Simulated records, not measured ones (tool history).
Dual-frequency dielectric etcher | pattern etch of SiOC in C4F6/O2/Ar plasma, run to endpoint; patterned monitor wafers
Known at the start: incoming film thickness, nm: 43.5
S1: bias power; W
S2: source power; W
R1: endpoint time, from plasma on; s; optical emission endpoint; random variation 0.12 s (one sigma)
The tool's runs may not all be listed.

{"run": 1, "day": 0.0, "S1": 417, "S2": 250, "R1": 16.215}
{"run": 2, "day": 0.296, "S1": 389, "S2": 250, "R1": 17.044}
{"run": 3, "day": 0.392, "S1": 389, "S2": 230, "R1": 17.379}
{"run": 4, "day": 0.508, "S1": 330, "S2": 230, "R1": 18.961}
{"run": 5, "day": 0.775, "S1": 330, "S2": 200, "R1": 19.798}
{"run": 6, "day": 0.829, "S1": 330, "S2": 180, "R1": 20.206}
{"run": 7, "day": 1.192, "S1": 350, "S2": 180, "R1": 19.789}

Run 8 comes next. What will it give?
{"run": 8, "day": 1.442, "S1": 366, "S2": 180, "R1": "?"}

R1: 19.12 s

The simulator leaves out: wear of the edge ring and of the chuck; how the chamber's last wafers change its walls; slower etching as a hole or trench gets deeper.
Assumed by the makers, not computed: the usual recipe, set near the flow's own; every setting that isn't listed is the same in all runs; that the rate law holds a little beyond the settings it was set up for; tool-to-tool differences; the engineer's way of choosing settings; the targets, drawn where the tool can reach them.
